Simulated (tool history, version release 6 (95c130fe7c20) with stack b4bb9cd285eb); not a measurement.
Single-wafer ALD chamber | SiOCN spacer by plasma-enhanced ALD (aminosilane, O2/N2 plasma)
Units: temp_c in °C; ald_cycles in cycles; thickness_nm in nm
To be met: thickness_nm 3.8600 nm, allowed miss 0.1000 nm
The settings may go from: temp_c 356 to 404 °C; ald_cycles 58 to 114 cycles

Run 1, hour 0.0: temp_c 380 °C, ald_cycles 86 cycles. Result: thickness_nm 5.1188 nm.
Run 2, hour 8.8: temp_c 380 °C, ald_cycles 82 cycles. Result: thickness_nm 4.9457 nm.
Run 3, hour 12.8: temp_c 375 °C, ald_cycles 82 cycles. Result: thickness_nm 4.9341 nm.
Run 4, hour 16.4: temp_c 375 °C, ald_cycles 74 cycles. Result: thickness_nm 4.4640 nm.
Run 5, hour 17.4: temp_c 375 °C, ald_cycles 72 cycles. Result: thickness_nm 4.3216 nm.
Run 6, hour 25.9: temp_c 375 °C, ald_cycles 71 cycles. Result: thickness_nm 4.2759 nm.
Run 7, hour 34.6: temp_c 375 °C, ald_cycles 70 cycles. Result: thickness_nm 4.2450 nm.
Run 8, hour 43.8: temp_c 375 °C, ald_cycles 69 cycles. Result: thickness_nm 4.1283 nm.
Run 9, hour 45.7: temp_c 375 °C, ald_cycles 68 cycles. Result: thickness_nm 4.1041 nm.
Run 10, hour 49.9: temp_c 375 °C, ald_cycles 67 cycles. Result: thickness_nm 4.0871 nm.
Run 11, hour 52.7: temp_c 375 °C, ald_cycles 67 cycles. Result: thickness_nm 4.0506 nm.
Run 12, hour 60.3: temp_c 375 °C, ald_cycles 66 cycles. Result: thickness_nm 3.9819 nm.

Which of these 4 next moves meets every target?
Run A, hour 67.9: temp_c 375 °C, ald_cycles 64 cycles. Result: thickness_nm ?.
Run B, hour 67.9: temp_c 371 °C, ald_cycles 61 cycles. Result: thickness_nm ?.
Run C, hour 67.9: temp_c 376 °C, ald_cycles 70 cycles. Result: thickness_nm ?.
Run D, hour 67.9: temp_c 384 °C, ald_cycles 59 cycles. Result: thickness_nm ?.

move  thickness_nm
   A        3.8646
   B        3.6834
   C        4.2269
   D        3.5626
A: meets every target
B: takes the result that was furthest off past its target
C: further off than the last run
D: takes the result that was furthest off past its target
Answer: A

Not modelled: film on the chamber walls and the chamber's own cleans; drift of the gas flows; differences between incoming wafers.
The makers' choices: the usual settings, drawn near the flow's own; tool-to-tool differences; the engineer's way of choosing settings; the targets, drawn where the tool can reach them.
